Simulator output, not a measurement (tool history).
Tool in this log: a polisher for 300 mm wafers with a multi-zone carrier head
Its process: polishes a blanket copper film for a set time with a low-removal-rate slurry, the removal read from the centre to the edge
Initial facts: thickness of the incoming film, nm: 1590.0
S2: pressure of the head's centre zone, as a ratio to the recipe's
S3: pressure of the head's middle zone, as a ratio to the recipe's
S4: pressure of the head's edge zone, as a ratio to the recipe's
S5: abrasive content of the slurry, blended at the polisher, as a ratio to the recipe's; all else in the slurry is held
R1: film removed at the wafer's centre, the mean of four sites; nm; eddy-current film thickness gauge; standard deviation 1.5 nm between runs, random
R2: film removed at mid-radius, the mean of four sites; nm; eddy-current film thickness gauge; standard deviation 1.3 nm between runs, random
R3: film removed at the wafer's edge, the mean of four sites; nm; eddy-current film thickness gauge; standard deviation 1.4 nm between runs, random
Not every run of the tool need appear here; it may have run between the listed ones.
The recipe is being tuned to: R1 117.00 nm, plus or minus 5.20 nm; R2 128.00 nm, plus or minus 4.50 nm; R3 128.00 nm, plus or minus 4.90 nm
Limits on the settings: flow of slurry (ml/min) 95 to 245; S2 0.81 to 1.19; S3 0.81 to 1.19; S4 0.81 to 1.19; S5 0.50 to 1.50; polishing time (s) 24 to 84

run 1 hour=0.0 | flow_of_slurry_(ml/min)=155 S2=1.00 S3=1.00 S4=1.00 S5=1.00 polishing_time_(s)=54 | R1=196.23 R2=178.35 R3=175.43
run 2 hour=5.0 | flow_of_slurry_(ml/min)=155 S2=1.00 S3=0.94 S4=1.00 S5=1.00 polishing_time_(s)=54 | R1=196.55 R2=172.86 R3=175.23
run 3 hour=9.7 | flow_of_slurry_(ml/min)=155 S2=1.05 S3=0.94 S4=1.00 S5=1.00 polishing_time_(s)=54 | R1=207.70 R2=169.16 R3=174.08
run 4 hour=14.7 | flow_of_slurry_(ml/min)=195 S2=1.05 S3=0.94 S4=1.00 S5=1.00 polishing_time_(s)=54 | R1=212.05 R2=177.31 R3=176.60
run 5 hour=16.9 | flow_of_slurry_(ml/min)=190 S2=1.01 S3=0.94 S4=1.00 S5=0.90 polishing_time_(s)=52 | R1=192.21 R2=166.17 R3=169.17
run 6 hour=21.5 | flow_of_slurry_(ml/min)=190 S2=1.01 S3=0.94 S4=1.00 S5=0.90 polishing_time_(s)=57 | R1=216.95 R2=181.60 R3=184.91
run 7 hour=25.9 | flow_of_slurry_(ml/min)=185 S2=0.98 S3=0.95 S4=1.00 S5=0.85 polishing_time_(s)=54 | R1=189.57 R2=172.89 R3=174.00
-- hour=27.6 centre zone pressure recalibrated
run 8 hour=27.6 | flow_of_slurry_(ml/min)=180 S2=0.96 S3=0.94 S4=0.98 S5=0.80 polishing_time_(s)=52 | R1=158.75 R2=162.40 R3=164.76
run 9 hour=31.9 | flow_of_slurry_(ml/min)=180 S2=0.98 S3=0.93 S4=0.96 S5=0.75 polishing_time_(s)=51 | R1=161.58 R2=154.44 R3=154.85

Pick the move, out of 5, that brings all results within their allowed miss; only one does.
run A hour=36.2 | flow_of_slurry_(ml/min)=190 S2=0.92 S3=0.95 S4=0.88 S5=0.75 polishing_time_(s)=44 | R1=? R2=? R3=?
run B hour=36.2 | flow_of_slurry_(ml/min)=190 S2=0.93 S3=0.97 S4=0.96 S5=0.60 polishing_time_(s)=47 | R1=? R2=? R3=?
run C hour=36.2 | flow_of_slurry_(ml/min)=195 S2=0.91 S3=1.09 S4=0.83 S5=0.75 polishing_time_(s)=59 | R1=? R2=? R3=?
run D hour=36.2 | flow_of_slurry_(ml/min)=190 S2=0.86 S3=0.91 S4=0.91 S5=0.70 polishing_time_(s)=43 | R1=? R2=? R3=?
run E hour=36.2 | flow_of_slurry_(ml/min)=185 S2=0.87 S3=0.89 S4=0.86 S5=0.80 polishing_time_(s)=46 | R1=? R2=? R3=?

move=A R1=131.23 R2=138.07 R3=128.83
move=B R1=135.42 R2=143.09 R3=136.96
move=C R1=175.02 R2=205.19 R3=168.46
move=D R1=118.68 R2=129.13 R3=126.13
move=E R1=131.32 R2=139.26 R3=134.79
A: better than the last run, though not everything is in spec
B: better than the last run, though not everything is in spec
C: misses by more than the last run did
D: meets every target
E: better than the last run, though not everything is in spec
Correct choice: D, which meets every target
